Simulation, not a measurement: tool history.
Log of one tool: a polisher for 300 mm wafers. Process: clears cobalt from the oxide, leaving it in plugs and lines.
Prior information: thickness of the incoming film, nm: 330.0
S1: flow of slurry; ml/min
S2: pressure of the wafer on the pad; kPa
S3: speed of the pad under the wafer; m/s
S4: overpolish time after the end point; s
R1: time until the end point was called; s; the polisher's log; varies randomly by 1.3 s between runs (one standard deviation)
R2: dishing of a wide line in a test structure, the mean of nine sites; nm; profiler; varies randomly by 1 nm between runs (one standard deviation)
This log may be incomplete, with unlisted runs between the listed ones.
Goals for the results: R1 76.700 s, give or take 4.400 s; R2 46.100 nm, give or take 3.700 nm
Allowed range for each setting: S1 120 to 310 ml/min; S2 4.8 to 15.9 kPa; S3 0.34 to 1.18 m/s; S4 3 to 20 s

run,hour,S1,S2,S3,S4,R1,R2
1,0.0,200,10.3,0.76,10,142.860,21.087
2,4.9,200,12.4,0.76,10,117.510,24.222
3,8.9,200,11.0,0.76,10,129.210,22.016
4,12.4,200,13.8,0.76,10,107.240,26.370
5,19.5,200,14.5,0.80,11,96.415,31.463
6,24.0,200,15.2,0.82,12,91.323,34.091
7,27.9,200,15.2,0.86,13,89.418,38.105
8,32.3,200,15.2,0.88,13,83.425,38.903
9,39.9,200,15.9,0.90,14,82.578,42.001
10,47.7,200,15.9,0.92,14,78.033,40.926

Exactly one of the 4 candidate moves below puts every result within its allowed miss. Which one?
A,55.5,150,15.9,1.02,15,?,?
B,55.5,180,15.9,0.96,20,?,?
C,55.5,200,15.9,1.10,17,?,?
D,55.5,255,15.9,0.80,13,?,?

move,R1,R2
A,75.772,45.937
B,77.192,53.070
C,67.597,52.252
D,85.781,38.914
A: every result within its allowed miss
B: takes the result that was furthest off past its target
C: takes the result that was furthest off past its target
D: further off than the last run
The move that meets every target is A.
